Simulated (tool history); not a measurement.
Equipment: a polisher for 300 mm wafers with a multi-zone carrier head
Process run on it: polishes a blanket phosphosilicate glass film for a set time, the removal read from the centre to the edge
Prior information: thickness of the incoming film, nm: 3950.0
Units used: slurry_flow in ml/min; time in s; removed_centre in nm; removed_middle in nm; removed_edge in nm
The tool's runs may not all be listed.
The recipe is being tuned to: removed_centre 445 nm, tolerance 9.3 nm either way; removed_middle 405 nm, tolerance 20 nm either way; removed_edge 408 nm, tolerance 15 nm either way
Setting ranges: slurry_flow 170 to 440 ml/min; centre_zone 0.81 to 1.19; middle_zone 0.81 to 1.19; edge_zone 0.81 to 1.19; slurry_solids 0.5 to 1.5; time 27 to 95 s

run	hour	slurry_flow	centre_zone	middle_zone	edge_zone	slurry_solids	time	removed_centre	removed_middle	removed_edge
1	0	280	1	1	1	1	61	643.95	645.19	657
2	4.9	280	1	1	1	1	75	794.01	806.37	799.66
3	6	310	1	1	1	1	75	808.14	802.57	815.69
4	13.7	310	1	1	1	1	62	674.57	676.78	672.78
5	16.4	310	0.95	1	1	1	62	630.07	661.26	677.82
6	21.8	310	0.95	1	1.06	1	62	641.43	675.94	699.87
7	28.6	315	0.97	0.98	1	0.85	58	560.86	582.8	583.92
8	36.9	315	0.99	0.93	0.96	0.75	57	522.68	519.26	525.5
9	44.9	305	1	0.9	0.92	0.7	57	514.24	475.47	506.23
10	49.3	305	1	0.9	0.92	0.7	57	511.18	464.33	503.64
11	49.8	315	1.01	0.91	0.89	0.65	56	488.33	447.16	478.32
12	53.9	320	1.03	0.94	0.87	0.6	55	471.5	435.44	441.81
13	59.5	320	1.03	0.94	0.87	0.6	55	470.59	446.76	436.82
14	64.6	250	1.02	0.87	0.81	0.55	55	426.73	366.21	398.8
15	66.3	265	1.02	0.89	0.81	0.55	55	430.57	392.45	396.36
16	70.2	275	1.02	0.89	0.81	0.55	55	431.57	386.17	396.09
17	75.9	285	1.02	0.89	0.81	0.55	55	437.16	405.49	404.93

Of the 4 settings listed for the next run, only one would bring every result within its allowed miss of target. Which one?
A	81.6	185	0.99	0.89	0.81	0.75	50	?	?	?
B	81.6	295	1.02	0.9	0.92	0.75	44	?	?	?
C	81.6	290	1.02	0.89	0.81	0.55	56	?	?	?
D	81.6	275	1.01	0.91	0.85	0.5	57	?	?	?

move	removed_centre	removed_middle	removed_edge
A	421.65	399.76	415.1
B	412.06	379.65	401.9
C	438.76	400.67	409.28
D	414.16	389.28	397.46
A: the biggest miss grows against the last run
B: the biggest miss grows against the last run
C: each result inside its tolerance
D: the biggest miss grows against the last run
Go with C: it meets all targets.

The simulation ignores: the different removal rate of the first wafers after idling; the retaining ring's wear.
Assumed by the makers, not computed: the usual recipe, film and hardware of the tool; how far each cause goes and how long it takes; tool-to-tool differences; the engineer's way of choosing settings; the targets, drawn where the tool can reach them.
